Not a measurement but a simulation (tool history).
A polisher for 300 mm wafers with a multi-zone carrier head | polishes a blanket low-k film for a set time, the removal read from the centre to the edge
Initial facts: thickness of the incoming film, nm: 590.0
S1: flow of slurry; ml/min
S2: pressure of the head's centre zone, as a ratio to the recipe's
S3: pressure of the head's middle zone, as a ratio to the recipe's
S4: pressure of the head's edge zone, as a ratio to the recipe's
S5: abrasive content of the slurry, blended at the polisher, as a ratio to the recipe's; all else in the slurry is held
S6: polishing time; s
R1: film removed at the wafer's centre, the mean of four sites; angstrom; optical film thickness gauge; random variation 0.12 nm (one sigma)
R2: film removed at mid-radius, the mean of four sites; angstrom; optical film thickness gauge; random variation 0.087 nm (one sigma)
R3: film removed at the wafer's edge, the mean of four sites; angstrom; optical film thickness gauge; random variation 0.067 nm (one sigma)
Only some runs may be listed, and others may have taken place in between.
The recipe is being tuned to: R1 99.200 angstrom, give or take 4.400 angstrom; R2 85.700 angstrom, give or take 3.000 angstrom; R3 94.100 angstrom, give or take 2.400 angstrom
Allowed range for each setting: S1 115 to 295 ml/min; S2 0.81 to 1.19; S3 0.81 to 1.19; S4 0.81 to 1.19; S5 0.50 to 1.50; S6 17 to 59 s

run,day,S1,S2,S3,S4,S5,S6,R1,R2,R3
1,0.000,190,1.00,1.00,1.00,1.00,38,180.960,178.140,181.130
2,0.167,190,0.95,1.00,1.00,1.00,38,167.320,175.960,180.410
3,0.396,190,0.95,1.00,1.00,0.90,38,163.420,167.300,170.150
4,0.696,190,0.95,1.00,1.00,1.05,38,176.460,178.450,183.890
# day 0.929: slurry nozzle cleaned
5,0.929,190,0.95,1.00,1.04,1.05,38,183.960,186.810,191.350
6,1.054,190,0.87,1.00,1.04,1.05,38,166.450,185.610,194.110
7,1.167,185,0.90,0.98,1.00,0.95,37,159.170,171.980,174.010
8,1.312,185,0.91,0.95,1.02,0.85,34,139.390,141.970,150.960
9,1.500,180,0.92,0.93,1.00,0.80,33,131.540,129.970,140.670
10,1.550,175,0.93,0.92,0.97,0.75,32,124.400,121.750,130.300
11,1.738,170,0.94,0.90,0.95,0.70,31,117.320,109.300,118.950
12,1.975,165,0.94,0.89,0.93,0.65,31,109.460,103.350,111.990

Which single option among these 5 for the next run brings every result within its allowed miss of target? Just one does.
A,2.212,170,1.19,0.92,0.86,0.70,23,?,?,?
B,2.212,170,1.18,0.81,0.90,0.65,28,?,?,?
C,2.212,225,1.13,0.94,0.81,0.65,24,?,?,?
D,2.212,230,1.09,1.19,0.81,0.50,36,?,?,?
E,2.212,155,1.04,0.91,0.98,0.50,31,?,?,?

move,R1,R2,R3
A,108.860,83.573,86.061
B,125.180,87.343,101.590
C,107.010,87.756,86.165
D,128.850,133.680,106.930
E,99.688,87.070,94.999
A: moves the result that the last run missed by most past its target, out the other side
B: nearer than the last run, and not there yet
C: moves the result that the last run missed by most past its target, out the other side
D: the biggest miss grows against the last run
E: every result lands within tolerance
So the answer is move E, the one that meets all the targets.

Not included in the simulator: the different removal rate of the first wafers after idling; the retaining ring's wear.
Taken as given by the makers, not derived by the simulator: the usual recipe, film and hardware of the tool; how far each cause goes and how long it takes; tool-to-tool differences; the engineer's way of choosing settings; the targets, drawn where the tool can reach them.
